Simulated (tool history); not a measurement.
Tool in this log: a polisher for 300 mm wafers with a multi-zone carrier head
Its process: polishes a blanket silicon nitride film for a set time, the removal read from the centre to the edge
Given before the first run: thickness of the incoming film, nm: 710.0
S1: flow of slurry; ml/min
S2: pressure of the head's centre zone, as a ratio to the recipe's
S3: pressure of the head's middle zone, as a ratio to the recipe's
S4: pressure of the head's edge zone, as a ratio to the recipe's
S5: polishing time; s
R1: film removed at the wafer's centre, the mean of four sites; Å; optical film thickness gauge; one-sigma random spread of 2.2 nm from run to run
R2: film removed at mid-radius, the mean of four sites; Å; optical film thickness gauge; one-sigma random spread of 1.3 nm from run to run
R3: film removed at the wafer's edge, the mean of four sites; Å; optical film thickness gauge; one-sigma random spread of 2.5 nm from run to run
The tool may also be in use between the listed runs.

run    day   S1    S2    S3    S4  S5      R1      R2      R3
  1      0  125     1     1     1  71    1583  1526.6  1479.2
  2  0.167  135  1.02  0.95  1.06  75  1755.9  1592.8  1670.7
  3  0.429  135  1.05  0.95  1.06  75  1801.5  1604.7    1706
  4  0.725  135  1.05  0.95  1.02  75  1820.7    1590  1632.1
     0.767  -- edge zone pressure recalibrated
  5  0.767  145  1.07  0.92  1.07  75  1828.1  1583.3  1774.3
  6  0.954  155  1.11  0.91  1.07  75  1927.5  1574.5  1804.1

For run 7, what comes out?
  7  1.154  165  1.13  0.91  1.09  75   ?   ?   ?

R1: 1994.9 Å
R2: 1615.9 Å
R3: 1808.2 Å

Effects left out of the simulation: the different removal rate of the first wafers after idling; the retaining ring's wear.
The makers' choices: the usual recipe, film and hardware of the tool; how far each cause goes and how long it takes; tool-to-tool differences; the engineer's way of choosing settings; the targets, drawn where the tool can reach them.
